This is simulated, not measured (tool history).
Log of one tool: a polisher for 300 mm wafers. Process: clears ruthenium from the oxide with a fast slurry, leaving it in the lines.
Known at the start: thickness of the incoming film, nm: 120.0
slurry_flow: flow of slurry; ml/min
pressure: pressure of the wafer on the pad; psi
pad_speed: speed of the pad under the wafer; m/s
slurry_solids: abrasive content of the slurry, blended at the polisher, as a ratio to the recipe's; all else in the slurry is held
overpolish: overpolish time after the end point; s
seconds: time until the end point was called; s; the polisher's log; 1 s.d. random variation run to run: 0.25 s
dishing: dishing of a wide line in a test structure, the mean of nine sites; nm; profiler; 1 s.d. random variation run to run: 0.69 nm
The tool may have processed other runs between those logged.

| run | day | slurry_flow | pressure | pad_speed | slurry_solids | overpolish | seconds | dishing |
|---|---|---|---|---|---|---|---|---|
| 1 | 0.000 | 270 | 2.9 | 1.08 | 1.0 | 24 | 26.552 | 51.418 |
| 2 | 0.092 | 270 | 2.9 | 1.08 | 1.0 | 17 | 26.557 | 42.128 |
| 3 | 0.129 | 220 | 2.9 | 1.08 | 1.0 | 17 | 27.269 | 41.723 |
| 4 | 0.279 | 165 | 2.9 | 1.08 | 1.0 | 17 | 28.513 | 41.196 |
| 5 | 0.404 | 170 | 3.0 | 1.08 | 1.0 | 18 | 27.441 | 42.356 |
| 6 | 0.604 | 170 | 2.3 | 1.08 | 1.0 | 18 | 32.486 | 38.140 |
| 7 | 0.646 | 175 | 2.5 | 1.08 | 1.0 | 19 | 30.316 | 41.669 |
| 8 | 0.712 | 175 | 2.7 | 1.08 | 1.0 | 20 | 29.552 | 44.629 |
| 9 | 0.954 | 180 | 2.8 | 1.08 | 1.0 | 20 | 28.393 | 44.825 |
| 10 | 1.204 | 180 | 2.9 | 1.08 | 1.0 | 20 | 28.538 | 45.411 |
| 11 | 1.417 | 190 | 3.0 | 1.08 | 1.0 | 20 | 27.400 | 46.835 |
| 12 | 1.642 | 195 | 3.1 | 1.08 | 1.0 | 20 | 26.400 | 47.531 |
| 13 | 1.712 | 200 | 3.2 | 1.08 | 1.0 | 20 | 25.672 | 47.449 |

Run 14 has not been measured yet. What should we expect?
| 14 | 2.008 | 205 | 3.3 | 1.08 | 1.0 | 20 | ? | ? |

seconds: 25.249 s
dishing: 49.065 nm

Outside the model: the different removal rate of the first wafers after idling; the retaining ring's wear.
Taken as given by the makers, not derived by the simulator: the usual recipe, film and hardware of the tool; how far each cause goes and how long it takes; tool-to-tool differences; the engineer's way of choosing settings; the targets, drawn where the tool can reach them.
